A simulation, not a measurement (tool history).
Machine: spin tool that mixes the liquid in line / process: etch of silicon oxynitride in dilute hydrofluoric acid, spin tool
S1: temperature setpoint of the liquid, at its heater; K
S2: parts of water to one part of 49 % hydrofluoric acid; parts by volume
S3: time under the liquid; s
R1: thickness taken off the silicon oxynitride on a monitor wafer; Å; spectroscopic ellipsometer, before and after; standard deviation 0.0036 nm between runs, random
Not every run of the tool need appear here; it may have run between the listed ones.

run,hour,S1,S2,S3,R1
1,0,297.15,250,40,2.2762
2,5.7,300.65,250,40,2.7241
3,8.9,299.15,260,40,2.3737
4,12.9,298.15,265,40,2.2441
5,15.7,298.15,265,20,1.1405
6,24,295.65,265,20,0.97856

Run 7, settings as shown, results not yet in. Your forecast:
7,25.8,299.65,230,20,?

R1: 1.445 Å

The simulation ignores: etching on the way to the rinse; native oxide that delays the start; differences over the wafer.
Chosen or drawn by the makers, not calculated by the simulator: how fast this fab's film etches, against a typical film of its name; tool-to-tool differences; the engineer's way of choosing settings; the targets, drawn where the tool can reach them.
